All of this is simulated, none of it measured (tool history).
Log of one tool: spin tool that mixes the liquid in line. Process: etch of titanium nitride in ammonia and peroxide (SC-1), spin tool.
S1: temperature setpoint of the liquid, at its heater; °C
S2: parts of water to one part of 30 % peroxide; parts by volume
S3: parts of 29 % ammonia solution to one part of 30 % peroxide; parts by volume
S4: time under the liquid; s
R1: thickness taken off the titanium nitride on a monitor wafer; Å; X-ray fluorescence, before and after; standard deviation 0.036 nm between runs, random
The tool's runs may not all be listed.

{"run": 1, "hour": 0.0, "S1": 54, "S2": 7, "S3": 0.6, "S4": 90, "R1": 124.72}
{"run": 2, "hour": 3.2, "S1": 53, "S2": 7, "S3": 0.6, "S4": 90, "R1": 115.35}
{"run": 3, "hour": 5.8, "S1": 52.5, "S2": 7, "S3": 0.6, "S4": 90, "R1": 112.2}
{"run": 4, "hour": 9.9, "S1": 55.5, "S2": 7, "S3": 0.6, "S4": 90, "R1": 137.77}
{"run": 5, "hour": 12.5, "S1": 54.5, "S2": 7, "S3": 0.6, "S4": 90, "R1": 127.95}
{"run": 6, "hour": 14.3, "S1": 51, "S2": 7, "S3": 0.6, "S4": 90, "R1": 100.53}

Expected results for the next run?
{"run": 7, "hour": 16.5, "S1": 50.5, "S2": 7, "S3": 0.6, "S4": 90, "R1": "?"}

Run 7 yielded R1 97.409 Å.
